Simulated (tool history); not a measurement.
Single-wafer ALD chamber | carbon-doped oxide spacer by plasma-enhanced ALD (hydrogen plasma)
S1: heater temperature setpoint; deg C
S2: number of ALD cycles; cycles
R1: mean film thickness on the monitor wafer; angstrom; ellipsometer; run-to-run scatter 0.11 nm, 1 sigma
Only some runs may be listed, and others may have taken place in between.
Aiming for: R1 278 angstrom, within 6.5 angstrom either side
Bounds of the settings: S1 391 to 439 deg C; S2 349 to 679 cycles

Run 1, hour 0: S1 415 deg C, S2 514 cycles. Result: R1 223.72 angstrom.
Run 2, hour 4.1: S1 406 deg C, S2 514 cycles. Result: R1 230.52 angstrom.
Run 3, hour 9.5: S1 404 deg C, S2 533 cycles. Result: R1 239.48 angstrom.
Run 4, hour 12.4: S1 404 deg C, S2 587 cycles. Result: R1 265.82 angstrom.
Run 5, hour 19: S1 403 deg C, S2 591 cycles. Result: R1 268.39 angstrom.
Run 6, hour 25.8: S1 409 deg C, S2 591 cycles. Result: R1 260.67 angstrom.
Run 7, hour 34.7: S1 407 deg C, S2 595 cycles. Result: R1 266 angstrom.
Run 8, hour 38.8: S1 406 deg C, S2 598 cycles. Result: R1 266.71 angstrom.
Run 9, hour 43.4: S1 405 deg C, S2 601 cycles. Result: R1 269.11 angstrom.

Consider the 4 candidate settings below. Which is the only one whose results all fall within their allowed miss of target?
Run A, hour 48: S1 412 deg C, S2 591 cycles. Result: R1 ?.
Run B, hour 48: S1 406 deg C, S2 648 cycles. Result: R1 ?.
Run C, hour 48: S1 397 deg C, S2 614 cycles. Result: R1 ?.
Run D, hour 48: S1 401 deg C, S2 563 cycles. Result: R1 ?.

move      R1
   A  260.04
   B  291.18
   C  279.88
   D  256.63
A: misses by more than the last run did
B: carries the result that was furthest off beyond its target, to the other side
C: every result within its allowed miss
D: misses by more than the last run did
Go with C: it meets all targets.
